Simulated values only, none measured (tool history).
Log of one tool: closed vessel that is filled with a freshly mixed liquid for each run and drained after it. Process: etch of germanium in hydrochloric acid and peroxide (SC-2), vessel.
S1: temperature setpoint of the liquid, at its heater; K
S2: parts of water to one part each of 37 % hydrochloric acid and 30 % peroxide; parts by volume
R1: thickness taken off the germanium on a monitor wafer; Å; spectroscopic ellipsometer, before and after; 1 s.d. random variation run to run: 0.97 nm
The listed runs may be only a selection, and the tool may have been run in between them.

Run 1, day 0: S1 319.15 K, S2 8.5 parts by volume, time in the liquid (s) 100. Result: R1 1394.2 Å.
Run 2, day 0.162: S1 318.15 K, S2 8.5 parts by volume, time in the liquid (s) 100. Result: R1 1340.8 Å.
Run 3, day 0.221: S1 317.65 K, S2 8.5 parts by volume, time in the liquid (s) 100. Result: R1 1302.6 Å.
Run 4, day 0.446: S1 317.65 K, S2 8.5 parts by volume, time in the liquid (s) 110. Result: R1 1442 Å.
Run 5, day 0.633: S1 317.65 K, S2 8.5 parts by volume, time in the liquid (s) 110. Result: R1 1443.7 Å.
Run 6, day 0.817: S1 316.65 K, S2 8.5 parts by volume, time in the liquid (s) 110. Result: R1 1396 Å.
Run 7, day 1.15: S1 315.65 K, S2 8.5 parts by volume, time in the liquid (s) 110. Result: R1 1357.2 Å.
Run 8, day 1.354: S1 315.15 K, S2 8.5 parts by volume, time in the liquid (s) 110. Result: R1 1319.8 Å.
Run 9, day 1.525: S1 314.65 K, S2 8.5 parts by volume, time in the liquid (s) 110. Result: R1 1315.6 Å.

Estimate the outcome of run 10 from the log above:
Run 10, day 1.833: S1 314.15 K, S2 8.5 parts by volume, time in the liquid (s) 110. Result: R1 ?.

Logged for run 10: R1 1286 Å.
